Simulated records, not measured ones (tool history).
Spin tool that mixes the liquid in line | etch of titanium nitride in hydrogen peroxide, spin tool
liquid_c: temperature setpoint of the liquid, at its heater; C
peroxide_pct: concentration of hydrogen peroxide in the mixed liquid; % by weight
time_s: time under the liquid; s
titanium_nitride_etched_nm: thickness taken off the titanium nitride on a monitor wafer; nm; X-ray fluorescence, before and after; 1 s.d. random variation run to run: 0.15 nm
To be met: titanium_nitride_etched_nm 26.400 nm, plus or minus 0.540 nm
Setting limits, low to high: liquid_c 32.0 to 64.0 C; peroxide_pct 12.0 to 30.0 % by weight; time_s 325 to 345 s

| run | hour | liquid_c | peroxide_pct | time_s | titanium_nitride_etched_nm |
|---|---|---|---|---|---|
| 1 | 0.0 | 48.0 | 21.0 | 325 | 10.258 |
| 2 | 1.1 | 50.0 | 21.0 | 325 | 11.805 |
| 3 | 6.1 | 52.0 | 21.0 | 325 | 13.771 |
| 4 | 14.9 | 55.5 | 21.0 | 325 | 17.520 |
| 5 | 17.2 | 55.5 | 18.0 | 325 | 17.023 |
| 6 | 19.2 | 55.5 | 19.5 | 325 | 17.275 |
| 7 | 21.1 | 56.5 | 19.5 | 325 | 18.463 |
| 8 | 22.0 | 57.5 | 19.5 | 325 | 19.698 |
| 9 | 24.1 | 62.5 | 19.5 | 325 | 27.507 |

Below are 4 possible settings for the next run. Only one of them brings all results inside the allowed miss of their targets. Which is it?
| A | 26.2 | 62.0 | 18.5 | 325 | ? |
| B | 26.2 | 63.5 | 15.0 | 345 | ? |
| C | 26.2 | 61.5 | 16.0 | 325 | ? |
| D | 26.2 | 62.5 | 18.0 | 330 | ? |

| move | titanium_nitride_etched_nm |
|---|---|
| A | 26.631 |
| B | 29.898 |
| C | 24.972 |
| D | 27.800 |
A: all results land within tolerance of their targets
B: moves away from the targets compared with the last run
C: takes the biggest miss from the last run beyond its target
D: moves away from the targets compared with the last run
Answer: A
